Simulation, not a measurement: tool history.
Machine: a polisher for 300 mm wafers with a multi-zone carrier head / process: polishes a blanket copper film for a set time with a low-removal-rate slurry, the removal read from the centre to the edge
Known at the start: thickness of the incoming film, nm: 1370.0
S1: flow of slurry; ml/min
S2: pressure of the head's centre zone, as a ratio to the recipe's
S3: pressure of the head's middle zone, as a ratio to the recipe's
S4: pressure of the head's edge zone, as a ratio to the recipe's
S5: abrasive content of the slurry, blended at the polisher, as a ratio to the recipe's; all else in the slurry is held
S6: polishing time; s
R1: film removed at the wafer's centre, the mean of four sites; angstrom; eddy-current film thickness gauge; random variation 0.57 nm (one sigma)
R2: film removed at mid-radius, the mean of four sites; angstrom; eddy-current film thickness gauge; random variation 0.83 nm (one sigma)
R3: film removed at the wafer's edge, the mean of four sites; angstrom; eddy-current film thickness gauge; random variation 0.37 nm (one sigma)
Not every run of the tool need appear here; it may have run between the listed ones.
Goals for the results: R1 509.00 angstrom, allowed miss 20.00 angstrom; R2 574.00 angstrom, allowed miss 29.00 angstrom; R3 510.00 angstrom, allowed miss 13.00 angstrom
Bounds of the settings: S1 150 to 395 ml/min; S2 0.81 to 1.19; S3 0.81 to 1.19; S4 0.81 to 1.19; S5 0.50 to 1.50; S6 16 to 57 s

run 1 day=0.000 | S1=250 S2=1.00 S3=1.00 S4=1.00 S5=1.00 S6=36 | R1=806.35 R2=734.57 R3=742.40
run 2 day=0.192 | S1=250 S2=1.00 S3=0.95 S4=1.00 S5=1.00 S6=36 | R1=800.44 R2=694.53 R3=733.95
run 3 day=0.288 | S1=245 S2=0.97 S3=0.97 S4=0.97 S5=0.90 S6=35 | R1=741.05 R2=669.20 R3=710.38
run 4 day=0.488 | S1=245 S2=1.02 S3=0.97 S4=0.97 S5=0.90 S6=35 | R1=794.26 R2=670.17 R3=693.28
run 5 day=0.571 | S1=245 S2=1.02 S3=0.97 S4=0.97 S5=0.90 S6=27 | R1=615.81 R2=520.69 R3=539.97
run 6 day=0.779 | S1=245 S2=1.02 S3=0.97 S4=0.97 S5=0.70 S6=27 | R1=590.88 R2=506.03 R3=527.10
run 7 day=1.104 | S1=240 S2=1.00 S3=1.01 S4=0.95 S5=0.65 S6=27 | R1=555.06 R2=522.95 R3=509.87
run 8 day=1.212 | S1=240 S2=0.99 S3=1.03 S4=0.95 S5=0.65 S6=27 | R1=558.84 R2=520.12 R3=514.72
run 9 day=1.558 | S1=235 S2=0.97 S3=1.06 S4=0.94 S5=0.65 S6=27 | R1=555.43 R2=543.01 R3=512.04
run 10 day=1.633 | S1=235 S2=0.95 S3=1.07 S4=0.94 S5=0.65 S6=27 | R1=542.44 R2=532.43 R3=505.35
-- day=1.829 centre zone pressure recalibrated
run 11 day=1.829 | S1=235 S2=0.93 S3=1.09 S4=0.95 S5=0.65 S6=27 | R1=481.77 R2=534.62 R3=519.16
run 12 day=2.092 | S1=235 S2=0.94 S3=1.10 S4=0.95 S5=0.65 S6=27 | R1=483.66 R2=554.00 R3=511.01

Pick the move, out of 4, that brings all results within their allowed miss; only one does.
run A day=2.354 | S1=230 S2=0.97 S3=0.97 S4=0.90 S5=0.60 S6=28 | R1=? R2=? R3=?
run B day=2.354 | S1=365 S2=0.96 S3=1.01 S4=0.84 S5=0.70 S6=29 | R1=? R2=? R3=?
run C day=2.354 | S1=230 S2=0.96 S3=1.10 S4=0.87 S5=0.65 S6=28 | R1=? R2=? R3=?
run D day=2.354 | S1=215 S2=0.97 S3=0.95 S4=0.91 S5=0.55 S6=28 | R1=? R2=? R3=?

move=A R1=494.74 R2=518.28 R3=506.01
move=B R1=536.08 R2=585.01 R3=535.63
move=C R1=495.27 R2=582.83 R3=504.94
move=D R1=486.60 R2=501.26 R3=500.57
A: meets the target for the result that was furthest off, but another lies outside its allowed miss
B: carries the result that was furthest off beyond its target, to the other side
C: every result within its allowed miss
D: lands further from the targets than the last run did
Move C is the one to make.

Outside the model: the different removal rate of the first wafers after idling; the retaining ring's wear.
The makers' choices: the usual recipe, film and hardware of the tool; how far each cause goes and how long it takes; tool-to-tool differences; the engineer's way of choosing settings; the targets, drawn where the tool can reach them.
